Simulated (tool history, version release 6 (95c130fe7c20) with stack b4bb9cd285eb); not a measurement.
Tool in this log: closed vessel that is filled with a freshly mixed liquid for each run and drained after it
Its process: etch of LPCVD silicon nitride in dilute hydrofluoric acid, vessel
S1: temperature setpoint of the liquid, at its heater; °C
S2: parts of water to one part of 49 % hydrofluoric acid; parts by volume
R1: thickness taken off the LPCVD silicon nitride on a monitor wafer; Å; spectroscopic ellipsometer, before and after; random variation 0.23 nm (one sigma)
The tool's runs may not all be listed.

Run 1, hour 0.0: S1 23.0 °C, S2 95 parts by volume, time in the liquid (s) 2705. Result: R1 129.810 Å.
Run 2, hour 1.7: S1 23.0 °C, S2 130 parts by volume, time in the liquid (s) 2705. Result: R1 94.134 Å.
Run 3, hour 11.5: S1 25.5 °C, S2 95 parts by volume, time in the liquid (s) 2715. Result: R1 150.440 Å.
Run 4, hour 15.0: S1 29.0 °C, S2 95 parts by volume, time in the liquid (s) 2715. Result: R1 189.830 Å.
Run 5, hour 19.5: S1 29.0 °C, S2 60 parts by volume, time in the liquid (s) 2715. Result: R1 299.770 Å.
Run 6, hour 22.9: S1 29.0 °C, S2 25 parts by volume, time in the liquid (s) 2715. Result: R1 711.010 Å.
Run 7, hour 26.8: S1 25.5 °C, S2 25 parts by volume, time in the liquid (s) 2715. Result: R1 560.740 Å.
Run 8, hour 35.5: S1 23.5 °C, S2 25 parts by volume, time in the liquid (s) 2715. Result: R1 487.780 Å.

Forecast run 9:
Run 9, hour 42.8: S1 20.5 °C, S2 25 parts by volume, time in the liquid (s) 2715. Result: R1 ?.

Run 9 produced R1 397.790 Å.
